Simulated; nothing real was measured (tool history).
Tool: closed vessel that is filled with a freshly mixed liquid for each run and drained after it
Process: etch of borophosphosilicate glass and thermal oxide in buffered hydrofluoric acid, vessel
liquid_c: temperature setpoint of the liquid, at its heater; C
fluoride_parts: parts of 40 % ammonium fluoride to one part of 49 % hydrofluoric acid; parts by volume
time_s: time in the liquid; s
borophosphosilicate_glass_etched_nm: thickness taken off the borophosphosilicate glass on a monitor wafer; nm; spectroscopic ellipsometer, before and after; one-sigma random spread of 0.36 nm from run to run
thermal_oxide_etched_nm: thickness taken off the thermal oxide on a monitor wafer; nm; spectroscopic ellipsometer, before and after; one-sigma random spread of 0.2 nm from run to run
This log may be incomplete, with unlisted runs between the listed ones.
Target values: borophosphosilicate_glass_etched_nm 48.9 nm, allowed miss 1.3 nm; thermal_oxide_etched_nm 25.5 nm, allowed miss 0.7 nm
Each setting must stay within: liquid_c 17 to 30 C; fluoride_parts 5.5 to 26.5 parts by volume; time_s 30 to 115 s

run,day,liquid_c,fluoride_parts,time_s,borophosphosilicate_glass_etched_nm,thermal_oxide_etched_nm
1,0,22,16,60,72.37,37.745
2,0.042,20.5,16.5,60,64.727,33.41
3,0.412,20.5,16.5,75,81.252,42.478
4,0.479,20.5,14,75,96.292,49.6
5,0.712,19.5,16.5,75,75.729,39.621
6,0.925,23,16.5,75,92.931,48.619
7,0.996,21,18,75,76.674,39.812
8,1.129,19.5,19,75,65.945,34.951
9,1.283,19,20,75,60.986,32.161
10,1.512,18.5,20.5,75,58.628,30.677
11,1.712,17,22.5,75,50.81,26.588

Next run, 5 choices. One meets every target within its allowed miss, the rest don't. Which?
A,1.912,18,21.5,70,?,?
B,1.912,18,23,75,?,?
C,1.912,17,12.5,45,?,?
D,1.912,17,21.5,75,?,?
E,1.912,18.5,24.5,70,?,?

move,borophosphosilicate_glass_etched_nm,thermal_oxide_etched_nm
A,51.804,26.398
B,52.965,26.996
C,52.714,26.773
D,52.459,26.714
E,48.66,24.814
A: lands further from the targets than the last run did
B: lands further from the targets than the last run did
C: lands further from the targets than the last run did
D: lands further from the targets than the last run did
E: all results land within tolerance of their targets
Go with E: it meets all targets.

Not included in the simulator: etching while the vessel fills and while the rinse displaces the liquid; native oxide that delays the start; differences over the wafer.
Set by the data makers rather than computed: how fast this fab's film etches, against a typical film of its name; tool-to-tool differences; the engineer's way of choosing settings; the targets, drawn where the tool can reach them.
